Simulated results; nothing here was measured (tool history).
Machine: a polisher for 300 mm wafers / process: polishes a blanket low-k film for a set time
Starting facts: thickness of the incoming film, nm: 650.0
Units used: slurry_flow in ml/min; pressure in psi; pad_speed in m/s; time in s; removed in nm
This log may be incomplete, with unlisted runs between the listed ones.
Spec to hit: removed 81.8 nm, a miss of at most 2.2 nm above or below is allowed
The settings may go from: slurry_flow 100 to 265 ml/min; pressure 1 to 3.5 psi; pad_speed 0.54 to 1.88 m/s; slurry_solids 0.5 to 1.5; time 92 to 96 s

run 1 hour=0 | slurry_flow=170 pressure=2.2 pad_speed=1.2 slurry_solids=1 time=92 | removed=49.412
run 2 hour=0.7 | slurry_flow=170 pressure=2.2 pad_speed=1.2 slurry_solids=1 time=96 | removed=51.563
run 3 hour=4.8 | slurry_flow=175 pressure=2.4 pad_speed=1.2 slurry_solids=1 time=96 | removed=55.369
run 4 hour=12 | slurry_flow=135 pressure=2.4 pad_speed=1.2 slurry_solids=1 time=96 | removed=53.831
-- hour=14.8 worn pad replaced by a new one
run 5 hour=14.8 | slurry_flow=135 pressure=2.4 pad_speed=1.2 slurry_solids=1 time=92 | removed=57.272
run 6 hour=21 | slurry_flow=130 pressure=2.5 pad_speed=1.2 slurry_solids=1 time=92 | removed=59.232
run 7 hour=26.9 | slurry_flow=130 pressure=2.6 pad_speed=1.2 slurry_solids=1 time=92 | removed=60.893
run 8 hour=30.9 | slurry_flow=130 pressure=2.7 pad_speed=1.2 slurry_solids=1 time=92 | removed=61.935

4 next moves are on the table. One of them brings every result within its allowed miss. Which?
run A hour=34.9 | slurry_flow=160 pressure=3.3 pad_speed=1.08 slurry_solids=1.1 time=94 | removed=?
run B hour=34.9 | slurry_flow=115 pressure=3.3 pad_speed=1.3 slurry_solids=1.15 time=95 | removed=?
run C hour=34.9 | slurry_flow=135 pressure=3 pad_speed=1.4 slurry_solids=1.1 time=96 | removed=?
run D hour=34.9 | slurry_flow=100 pressure=2.5 pad_speed=1.84 slurry_solids=0.95 time=96 | removed=?

move=A removed=76.218
move=B removed=87.81
move=C removed=86.584
move=D removed=81.944
A: gains on the last run, yet a result remains outside its allowed miss
B: moves the result that the last run missed by most past its target, out the other side
C: moves the result that the last run missed by most past its target, out the other side
D: hits every target within its allowed miss
Move D is the one to make.

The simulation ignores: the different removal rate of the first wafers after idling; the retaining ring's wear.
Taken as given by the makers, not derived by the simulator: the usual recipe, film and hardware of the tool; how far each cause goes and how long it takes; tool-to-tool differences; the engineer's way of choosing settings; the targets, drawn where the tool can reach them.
